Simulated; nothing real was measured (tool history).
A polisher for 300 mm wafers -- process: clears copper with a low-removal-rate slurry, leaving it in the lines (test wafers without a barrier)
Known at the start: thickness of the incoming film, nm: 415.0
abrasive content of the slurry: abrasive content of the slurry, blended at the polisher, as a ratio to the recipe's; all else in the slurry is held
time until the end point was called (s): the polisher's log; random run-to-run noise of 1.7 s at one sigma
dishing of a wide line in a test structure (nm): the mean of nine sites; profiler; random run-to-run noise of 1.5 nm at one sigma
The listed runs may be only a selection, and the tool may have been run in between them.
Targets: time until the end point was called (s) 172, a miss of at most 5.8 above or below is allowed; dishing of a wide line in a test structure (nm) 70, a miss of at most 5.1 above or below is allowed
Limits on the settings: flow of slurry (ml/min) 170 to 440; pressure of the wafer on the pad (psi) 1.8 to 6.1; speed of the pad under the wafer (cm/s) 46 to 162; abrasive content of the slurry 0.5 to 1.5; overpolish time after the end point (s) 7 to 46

| run | hour | flow of slurry (ml/min) | pressure of the wafer on the pad (psi) | speed of the pad under the wafer (cm/s) | abrasive content of the slurry | overpolish time after the end point (s) | time until the end point was called (s) | dishing of a wide line in a test structure (nm) |
|---|---|---|---|---|---|---|---|---|
| 1 | 0 | 280 | 3.9 | 104 | 1 | 24 | 138.88 | 58.224 |
| 2 | 5.5 | 280 | 3.7 | 104 | 1 | 27 | 148.83 | 58.664 |
| 3 | 7.6 | 280 | 3.7 | 104 | 1 | 19 | 146.45 | 45.801 |
| 4 | 12.3 | 280 | 3.7 | 104 | 1 | 10 | 146.95 | 24.678 |
| 5 | 19.1 | 280 | 3.6 | 104 | 1 | 16 | 151.24 | 37.31 |
| 6 | 26 | 280 | 3.4 | 106 | 1 | 20 | 157.9 | 44.797 |
| 7 | 26.6 | 280 | 3.3 | 108 | 1 | 23 | 156.01 | 50.797 |
| 8 | 31.6 | 280 | 3.2 | 108 | 1 | 25 | 164.09 | 52.14 |
| 9 | 36.4 | 280 | 3.2 | 108 | 1 | 25 | 163.22 | 52.519 |

4 candidate next runs follow, results not yet known. Just one meets every target within its allowed miss. Identify it.
| A | 41.2 | 235 | 3.6 | 104 | 0.9 | 20 | ? | ? |
| B | 41.2 | 260 | 2.8 | 124 | 0.65 | 18 | ? | ? |
| C | 41.2 | 280 | 3.7 | 90 | 0.95 | 39 | ? | ? |
| D | 41.2 | 295 | 3.3 | 120 | 0.8 | 17 | ? | ? |

| move | time until the end point was called (s) | dishing of a wide line in a test structure (nm) |
|---|---|---|
| A | 155.56 | 42.742 |
| B | 172.71 | 35.15 |
| C | 169.31 | 69.546 |
| D | 145.98 | 39.044 |
A: misses by more than the last run did
B: misses by more than the last run did
C: every result lands within tolerance
D: misses by more than the last run did
Answer: C

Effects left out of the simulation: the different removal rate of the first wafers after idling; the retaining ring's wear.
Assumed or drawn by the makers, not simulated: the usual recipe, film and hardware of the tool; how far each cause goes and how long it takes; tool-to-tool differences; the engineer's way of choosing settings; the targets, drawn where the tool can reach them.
